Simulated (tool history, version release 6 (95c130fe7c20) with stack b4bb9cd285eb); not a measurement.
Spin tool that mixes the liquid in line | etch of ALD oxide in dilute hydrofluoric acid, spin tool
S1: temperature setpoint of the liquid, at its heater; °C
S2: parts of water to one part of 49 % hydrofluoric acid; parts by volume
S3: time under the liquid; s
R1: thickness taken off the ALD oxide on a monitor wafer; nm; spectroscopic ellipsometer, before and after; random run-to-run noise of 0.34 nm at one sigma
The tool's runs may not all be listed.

run	hour	S1	S2	S3	R1
1	0.0	26.0	75	55	16.432
2	0.8	27.0	70	55	18.623
3	9.7	28.0	65	55	20.941
4	11.1	28.0	65	55	21.044
5	16.5	28.5	60	55	23.436
6	20.0	26.5	60	55	21.335
7	20.7	30.5	30	55	51.971
8	26.5	30.0	30	55	51.453
9	32.7	29.5	30	55	50.736
10	39.2	29.0	30	55	49.027

The next listed run, before its measurement:
11	47.3	28.0	30	55	?

R1: 48.327 nm

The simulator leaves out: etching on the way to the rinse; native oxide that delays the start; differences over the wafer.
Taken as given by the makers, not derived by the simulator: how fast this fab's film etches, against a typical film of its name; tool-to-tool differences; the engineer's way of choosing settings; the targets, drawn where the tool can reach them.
